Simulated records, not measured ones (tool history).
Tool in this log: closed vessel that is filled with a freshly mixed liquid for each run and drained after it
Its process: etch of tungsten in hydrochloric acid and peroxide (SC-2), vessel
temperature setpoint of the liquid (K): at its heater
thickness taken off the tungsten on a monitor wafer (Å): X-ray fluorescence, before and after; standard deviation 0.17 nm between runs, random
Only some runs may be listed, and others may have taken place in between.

run,hour,temperature setpoint of the liquid (K),parts of water to one part each of 37 % hydrochloric acid and 30 % peroxide (parts by volume),time in the liquid (s),thickness taken off the tungsten on a monitor wafer (Å)
1,0.0,336.15,6.5,85,304.04
2,1.0,336.15,6.5,85,308.24
3,7.0,334.15,6.5,85,267.42
4,12.8,334.15,5.5,85,306.47
5,13.3,332.15,5.5,85,269.16
6,16.9,330.65,5.5,85,245.09
7,20.3,329.15,5.5,85,224.06

Run 8, settings as shown, results not yet in. Your forecast:
8,29.0,328.15,5.5,85,?

thickness taken off the tungsten on a monitor wafer (Å): 213.90
